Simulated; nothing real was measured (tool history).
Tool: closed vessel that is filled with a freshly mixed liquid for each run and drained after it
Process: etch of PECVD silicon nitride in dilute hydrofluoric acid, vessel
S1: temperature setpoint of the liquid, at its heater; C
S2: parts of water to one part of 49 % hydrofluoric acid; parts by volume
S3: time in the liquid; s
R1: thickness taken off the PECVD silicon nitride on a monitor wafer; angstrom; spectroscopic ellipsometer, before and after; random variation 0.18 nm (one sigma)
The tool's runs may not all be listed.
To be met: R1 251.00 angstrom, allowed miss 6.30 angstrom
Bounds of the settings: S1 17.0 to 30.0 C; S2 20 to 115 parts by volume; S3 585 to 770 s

run 1 hour=0.0 | S1=22.0 S2=65 S3=770 | R1=162.33
run 2 hour=8.8 | S1=20.5 S2=65 S3=770 | R1=147.61
run 3 hour=10.8 | S1=20.5 S2=65 S3=585 | R1=111.78
run 4 hour=13.3 | S1=20.5 S2=45 S3=585 | R1=161.53
run 5 hour=22.6 | S1=20.5 S2=55 S3=585 | R1=131.03
run 6 hour=26.1 | S1=22.0 S2=55 S3=585 | R1=146.21
run 7 hour=30.4 | S1=23.0 S2=55 S3=585 | R1=155.20
run 8 hour=38.6 | S1=24.0 S2=55 S3=585 | R1=165.52
run 9 hour=48.3 | S1=25.0 S2=55 S3=585 | R1=178.61
run 10 hour=50.0 | S1=25.5 S2=55 S3=585 | R1=183.11
run 11 hour=55.2 | S1=26.0 S2=55 S3=585 | R1=191.93
run 12 hour=56.8 | S1=26.5 S2=55 S3=585 | R1=196.77
run 13 hour=60.9 | S1=27.0 S2=55 S3=585 | R1=202.86

Which of these 4 next moves meets every target?
run A hour=65.0 | S1=29.0 S2=55 S3=690 | R1=?
run B hour=65.0 | S1=28.0 S2=60 S3=700 | R1=?
run C hour=65.0 | S1=27.5 S2=55 S3=665 | R1=?
run D hour=65.0 | S1=28.0 S2=60 S3=730 | R1=?

move=A R1=276.89
move=B R1=241.52
move=C R1=242.01
move=D R1=251.87
A: takes the result that was furthest off past its target
B: nearer than the last run, and not there yet
C: nearer than the last run, and not there yet
D: meets every target
The right move is D.
